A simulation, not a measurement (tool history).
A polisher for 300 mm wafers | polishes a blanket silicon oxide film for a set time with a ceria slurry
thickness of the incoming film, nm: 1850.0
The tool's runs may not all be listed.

run  hour  flow of slurry (ml/min)  pressure of the wafer on the pad (psi)  speed of the pad under the wafer (m/s)  polishing time (s)  film removed (nm)
  1   0.0                      300                                     3.7                                    1.22                  50             377.18
  2   4.9                      300                                     3.5                                    1.16                  50             341.54
  3   7.5                      300                                     3.5                                    1.28                  50             371.07
  4  14.9                      300                                     3.5                                    1.28                  44             330.13
  5  15.7                      300                                     3.5                                    1.50                  44             387.66
  6  21.1                      300                                     3.5                                    1.34                  44             343.70
  7  24.1                      300                                     3.3                                    1.26                  44             303.72
  8  33.1                      300                                     3.1                                    1.22                  44             278.53
  9  38.2                      300                                     2.9                                    1.18                  44             256.56
 10  40.8                      300                                     2.8                                    1.14                  44             237.27
 11  46.6                      300                                     2.7                                    1.12                  44             226.23

The next listed run, before its measurement:
 12  52.2                      290                                     1.7                                    0.80                  44                  ?

film removed (nm): 104.39

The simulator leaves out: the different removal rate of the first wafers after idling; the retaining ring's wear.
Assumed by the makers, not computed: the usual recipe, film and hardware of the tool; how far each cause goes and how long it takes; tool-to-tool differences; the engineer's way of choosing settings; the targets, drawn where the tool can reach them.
